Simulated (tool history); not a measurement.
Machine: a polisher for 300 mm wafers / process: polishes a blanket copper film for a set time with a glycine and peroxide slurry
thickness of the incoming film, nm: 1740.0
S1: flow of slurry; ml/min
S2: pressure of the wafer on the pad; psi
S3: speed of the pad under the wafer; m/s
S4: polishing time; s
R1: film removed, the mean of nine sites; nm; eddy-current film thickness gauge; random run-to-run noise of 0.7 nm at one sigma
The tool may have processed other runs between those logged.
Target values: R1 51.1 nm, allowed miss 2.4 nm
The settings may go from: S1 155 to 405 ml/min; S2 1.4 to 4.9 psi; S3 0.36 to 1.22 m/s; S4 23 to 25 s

{"run": 1, "hour": 0.0, "S1": 260, "S2": 3.1, "S3": 0.78, "S4": 25, "R1": 108.9}
{"run": 2, "hour": 7.7, "S1": 260, "S2": 2.9, "S3": 0.74, "S4": 25, "R1": 96.792}
{"run": 3, "hour": 14.1, "S1": 315, "S2": 2.9, "S3": 0.74, "S4": 25, "R1": 98.404}
{"run": 4, "hour": 18.5, "S1": 315, "S2": 3.5, "S3": 0.74, "S4": 25, "R1": 114.6}
{"run": 5, "hour": 26.3, "S1": 315, "S2": 2.9, "S3": 0.74, "S4": 25, "R1": 96.5}
{"run": 6, "hour": 28.1, "S1": 315, "S2": 2.7, "S3": 0.72, "S4": 25, "R1": 90.085}
{"run": 7, "hour": 31.7, "S1": 315, "S2": 2.5, "S3": 0.7, "S4": 25, "R1": 85.232}
{"run": 8, "hour": 38.5, "S1": 315, "S2": 2.4, "S3": 0.66, "S4": 25, "R1": 80.104}
{"run": 9, "hour": 45.5, "S1": 315, "S2": 1.5, "S3": 0.44, "S4": 24, "R1": 44.266}
{"run": 10, "hour": 48.7, "S1": 315, "S2": 1.6, "S3": 0.44, "S4": 24, "R1": 44.705}
{"run": 11, "hour": 50.4, "S1": 315, "S2": 1.7, "S3": 0.44, "S4": 24, "R1": 46.293}

4 next moves are on the table. One of them brings every result within its allowed miss. Which?
{"run": "A", "hour": 52.1, "S1": 380, "S2": 1.4, "S3": 0.42, "S4": 25, "R1": "?"}
{"run": "B", "hour": 52.1, "S1": 295, "S2": 1.5, "S3": 0.52, "S4": 24, "R1": "?"}
{"run": "C", "hour": 52.1, "S1": 330, "S2": 1.8, "S3": 0.44, "S4": 25, "R1": "?"}
{"run": "D", "hour": 52.1, "S1": 315, "S2": 1.7, "S3": 0.4, "S4": 25, "R1": "?"}

move=A R1=44.231
move=B R1=48.329
move=C R1=51.3
move=D R1=46.96
A: misses by more than the last run did
B: better than the last run, though not everything is in spec
C: every result lands within tolerance
D: better than the last run, though not everything is in spec
Correct choice: C, which meets every target

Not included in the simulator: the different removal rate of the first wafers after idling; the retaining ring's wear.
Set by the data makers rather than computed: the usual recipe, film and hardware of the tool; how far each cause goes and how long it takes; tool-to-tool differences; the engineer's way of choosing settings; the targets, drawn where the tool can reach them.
